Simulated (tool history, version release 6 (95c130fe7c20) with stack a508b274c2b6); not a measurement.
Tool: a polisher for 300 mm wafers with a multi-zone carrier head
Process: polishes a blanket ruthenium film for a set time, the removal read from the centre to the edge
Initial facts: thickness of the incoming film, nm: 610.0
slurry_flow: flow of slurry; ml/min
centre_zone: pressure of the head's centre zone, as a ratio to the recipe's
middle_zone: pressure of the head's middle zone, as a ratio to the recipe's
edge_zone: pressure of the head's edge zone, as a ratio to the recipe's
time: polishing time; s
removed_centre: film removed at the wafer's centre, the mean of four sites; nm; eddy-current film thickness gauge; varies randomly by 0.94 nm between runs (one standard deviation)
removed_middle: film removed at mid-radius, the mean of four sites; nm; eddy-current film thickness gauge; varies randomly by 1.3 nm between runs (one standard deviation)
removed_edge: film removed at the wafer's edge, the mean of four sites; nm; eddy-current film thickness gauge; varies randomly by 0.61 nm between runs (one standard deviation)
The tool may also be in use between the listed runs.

Run 1, hour 0: slurry_flow 290 ml/min, centre_zone 1, middle_zone 1, edge_zone 1, time 65 s. Result: removed_centre 74.908 nm, removed_middle 77.39 nm, removed_edge 79.723 nm.
Run 2, hour 1.3: slurry_flow 290 ml/min, centre_zone 1, middle_zone 1, edge_zone 1, time 74 s. Result: removed_centre 88.464 nm, removed_middle 87.686 nm, removed_edge 90.848 nm.
Run 3, hour 8.8: slurry_flow 290 ml/min, centre_zone 1, middle_zone 1, edge_zone 1, time 86 s. Result: removed_centre 101.36 nm, removed_middle 101.76 nm, removed_edge 105.29 nm.
Run 4, hour 16.3: slurry_flow 290 ml/min, centre_zone 1.01, middle_zone 0.99, edge_zone 0.99, time 86 s. Result: removed_centre 102.8 nm, removed_middle 102.87 nm, removed_edge 104.19 nm.
Run 5, hour 18.8: slurry_flow 290 ml/min, centre_zone 1.01, middle_zone 0.99, edge_zone 0.99, time 93 s. Result: removed_centre 111.51 nm, removed_middle 109.01 nm, removed_edge 112.12 nm.
Run 6, hour 20.3: slurry_flow 290 ml/min, centre_zone 1.01, middle_zone 0.99, edge_zone 0.96, time 93 s. Result: removed_centre 112.03 nm, removed_middle 111.44 nm, removed_edge 110.68 nm.
Run 7, hour 22.2: slurry_flow 285 ml/min, centre_zone 1.01, middle_zone 0.97, edge_zone 0.95, time 93 s. Result: removed_centre 110.18 nm, removed_middle 110.47 nm, removed_edge 110 nm.

Run 8 is up next; what results do you expect?
Run 8, hour 26.7: slurry_flow 280 ml/min, centre_zone 1.02, middle_zone 0.95, edge_zone 0.94, time 92 s. Result: removed_centre ?, removed_middle ?, removed_edge ?.

{"run 8": {"removed_centre": 111.48, "removed_middle": 104.43, "removed_edge": 109.26}}

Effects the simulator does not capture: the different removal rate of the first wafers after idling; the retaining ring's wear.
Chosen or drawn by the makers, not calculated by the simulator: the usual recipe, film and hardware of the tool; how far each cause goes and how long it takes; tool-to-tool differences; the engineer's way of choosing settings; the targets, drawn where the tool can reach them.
